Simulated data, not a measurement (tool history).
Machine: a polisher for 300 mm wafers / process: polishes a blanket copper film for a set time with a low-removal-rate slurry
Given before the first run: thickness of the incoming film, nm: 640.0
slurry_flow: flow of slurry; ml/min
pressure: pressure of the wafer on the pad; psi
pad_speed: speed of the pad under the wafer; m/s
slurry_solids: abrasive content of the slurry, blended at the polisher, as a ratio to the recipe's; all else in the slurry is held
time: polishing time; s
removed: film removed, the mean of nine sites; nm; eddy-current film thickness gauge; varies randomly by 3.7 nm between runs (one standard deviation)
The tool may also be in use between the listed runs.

run  hour  slurry_flow  pressure  pad_speed  slurry_solids  time  removed
  1     0          230       2.2       1.08              1    71   188.72
  2   1.1          265       2.2       1.08              1    71   190.14
  3   1.8          265       2.2       1.34              1    71   232.59
  4   5.5          265       2.2       1.34              1    71    236.8
  5  10.8          265       2.4       1.34              1    71   255.11
  6  17.7          265       2.4       1.14              1    71   219.43

Expected results for the next run?
  7  24.4          265       2.5       1.14              1    71        ?

removed: 225.18 nm
